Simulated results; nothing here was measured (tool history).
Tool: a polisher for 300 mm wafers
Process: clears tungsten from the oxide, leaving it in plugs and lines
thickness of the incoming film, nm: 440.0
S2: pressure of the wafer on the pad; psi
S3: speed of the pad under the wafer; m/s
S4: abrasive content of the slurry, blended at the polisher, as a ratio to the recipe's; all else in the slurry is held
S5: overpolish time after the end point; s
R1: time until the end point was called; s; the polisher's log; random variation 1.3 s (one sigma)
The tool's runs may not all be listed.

Run 1, hour 0: flow of slurry (ml/min) 310, S2 3.2 psi, S3 1.08 m/s, S4 1, S5 8 s. Result: R1 85.079 s.
Run 2, hour 8.1: flow of slurry (ml/min) 310, S2 3.1 psi, S3 1.08 m/s, S4 1, S5 8 s. Result: R1 88.708 s.
Run 3, hour 14: flow of slurry (ml/min) 310, S2 3.1 psi, S3 1.08 m/s, S4 1, S5 8 s. Result: R1 88.298 s.
Run 4, hour 18.9: flow of slurry (ml/min) 310, S2 3.1 psi, S3 1.08 m/s, S4 1, S5 8 s. Result: R1 88.744 s.
Run 5, hour 27.2: flow of slurry (ml/min) 310, S2 3 psi, S3 1.08 m/s, S4 1, S5 8 s. Result: R1 89.617 s.
Run 6, hour 29.8: flow of slurry (ml/min) 310, S2 3 psi, S3 1.32 m/s, S4 1, S5 8 s. Result: R1 73.905 s.
Run 7, hour 37.2: flow of slurry (ml/min) 310, S2 3 psi, S3 1.32 m/s, S4 1, S5 8 s. Result: R1 73.045 s.

Run 8 comes next. What will it give?
Run 8, hour 41.7: flow of slurry (ml/min) 310, S2 2.9 psi, S3 1.32 m/s, S4 1, S5 8 s. Result: R1 ?.

R1: 76.627 s
